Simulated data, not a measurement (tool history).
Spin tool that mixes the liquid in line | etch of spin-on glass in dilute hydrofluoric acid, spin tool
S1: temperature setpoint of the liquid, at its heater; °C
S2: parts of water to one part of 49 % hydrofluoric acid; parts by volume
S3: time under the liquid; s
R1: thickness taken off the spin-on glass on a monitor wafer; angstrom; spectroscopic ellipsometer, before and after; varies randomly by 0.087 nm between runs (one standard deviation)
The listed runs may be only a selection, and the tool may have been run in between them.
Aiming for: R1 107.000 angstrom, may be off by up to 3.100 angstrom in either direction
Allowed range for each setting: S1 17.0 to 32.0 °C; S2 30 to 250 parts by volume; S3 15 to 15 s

run	hour	S1	S2	S3	R1
1	0.0	24.0	140	15	33.061
2	6.6	24.0	120	15	39.633
3	8.0	24.0	120	15	39.536
4	11.3	22.5	120	15	37.460
5	15.8	25.0	95	15	53.872
6	20.9	25.0	75	15	69.192
7	28.9	25.0	75	15	69.035
8	33.4	27.0	70	15	81.755
9	39.8	28.0	70	15	85.543
10	42.5	29.0	70	15	88.217
11	50.5	32.0	55	15	131.450
12	59.1	31.0	55	15	123.960
13	66.4	31.0	55	15	123.640
14	71.8	30.5	55	15	122.360
# hour 77.5: hydrofluoric acid flow meter replaced
15	77.5	26.5	55	15	111.900
16	79.7	26.5	55	15	111.910
17	87.8	26.0	55	15	111.960

Which one of the following 4 next-run settings gets every result inside its allowed miss? There is exactly one.
A	95.9	26.5	60	15	?
B	95.9	25.0	55	15	?
C	95.9	27.5	65	15	?
D	95.9	21.0	50	15	?

move	R1
A	102.530
B	106.010
C	97.792
D	99.450
A: takes the result that was furthest off past its target
B: each result inside its tolerance
C: takes the result that was furthest off past its target
D: takes the result that was furthest off past its target
B meets every target.
